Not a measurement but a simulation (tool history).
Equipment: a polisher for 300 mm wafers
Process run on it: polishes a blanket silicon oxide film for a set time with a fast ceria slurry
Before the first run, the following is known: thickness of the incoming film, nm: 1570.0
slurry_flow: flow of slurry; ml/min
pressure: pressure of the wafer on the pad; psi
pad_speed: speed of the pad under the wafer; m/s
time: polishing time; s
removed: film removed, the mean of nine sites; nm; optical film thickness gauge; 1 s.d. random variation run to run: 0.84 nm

run  hour  slurry_flow  pressure  pad_speed  time  removed
  1   0.0          185       2.1       1.28    19   314.46
  2   1.7          185       2.1       1.08    19   264.96
  3   9.6          185       2.0       1.06    19   250.49
  4  17.8          185       1.9       1.04    19   235.91
  5  23.7          185       1.8       1.02    19   222.96
  6  30.3          185       2.2       1.02    19   261.66
  7  34.3          185       2.1       1.00    19   243.84
  8  40.6          160       1.5       0.94    19   174.66
  9  44.1          155       1.4       0.94    19   164.79
 10  45.9          150       1.4       0.94    19   162.86

Forecast run 11:
 11  54.6          145       1.4       0.94    19        ?

removed: 162.53 nm

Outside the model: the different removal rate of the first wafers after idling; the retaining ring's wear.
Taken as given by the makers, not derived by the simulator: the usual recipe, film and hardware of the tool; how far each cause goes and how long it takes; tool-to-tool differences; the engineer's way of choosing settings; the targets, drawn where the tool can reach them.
